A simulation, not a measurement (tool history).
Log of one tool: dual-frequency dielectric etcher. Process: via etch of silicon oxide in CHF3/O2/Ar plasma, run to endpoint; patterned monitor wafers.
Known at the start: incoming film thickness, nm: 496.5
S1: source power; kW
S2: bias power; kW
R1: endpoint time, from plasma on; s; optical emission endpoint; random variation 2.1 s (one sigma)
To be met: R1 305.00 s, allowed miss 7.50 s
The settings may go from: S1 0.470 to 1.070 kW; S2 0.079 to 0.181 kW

run 1 day=0.000 | S1=0.770 S2=0.130 | R1=262.31
run 2 day=0.100 | S1=0.870 S2=0.130 | R1=240.45
run 3 day=0.212 | S1=0.870 S2=0.147 | R1=230.28
run 4 day=0.383 | S1=0.870 S2=0.124 | R1=248.32
run 5 day=0.458 | S1=0.840 S2=0.123 | R1=252.51
run 6 day=0.504 | S1=0.840 S2=0.144 | R1=235.58
run 7 day=0.662 | S1=0.800 S2=0.143 | R1=243.65
run 8 day=0.738 | S1=0.770 S2=0.142 | R1=250.43
run 9 day=0.821 | S1=0.740 S2=0.141 | R1=257.95
run 10 day=1.104 | S1=0.720 S2=0.140 | R1=259.00
run 11 day=1.171 | S1=0.570 S2=0.114 | R1=337.42
run 12 day=1.446 | S1=0.580 S2=0.114 | R1=328.55
run 13 day=1.742 | S1=0.590 S2=0.114 | R1=327.56
run 14 day=2.117 | S1=0.600 S2=0.114 | R1=322.39
run 15 day=2.179 | S1=0.610 S2=0.114 | R1=325.22
run 16 day=2.521 | S1=0.620 S2=0.114 | R1=314.48

5 next moves are on the table. One of them brings every result within its allowed miss. Which?
run A day=2.862 | S1=0.610 S2=0.112 | R1=?
run B day=2.862 | S1=0.550 S2=0.122 | R1=?
run C day=2.862 | S1=0.660 S2=0.112 | R1=?
run D day=2.862 | S1=0.710 S2=0.095 | R1=?
run E day=2.862 | S1=0.620 S2=0.108 | R1=?

move=A R1=328.28
move=B R1=337.40
move=C R1=311.66
move=D R1=324.74
move=E R1=331.01
A: further off than the last run
B: further off than the last run
C: meets every target
D: further off than the last run
E: further off than the last run
Answer: C

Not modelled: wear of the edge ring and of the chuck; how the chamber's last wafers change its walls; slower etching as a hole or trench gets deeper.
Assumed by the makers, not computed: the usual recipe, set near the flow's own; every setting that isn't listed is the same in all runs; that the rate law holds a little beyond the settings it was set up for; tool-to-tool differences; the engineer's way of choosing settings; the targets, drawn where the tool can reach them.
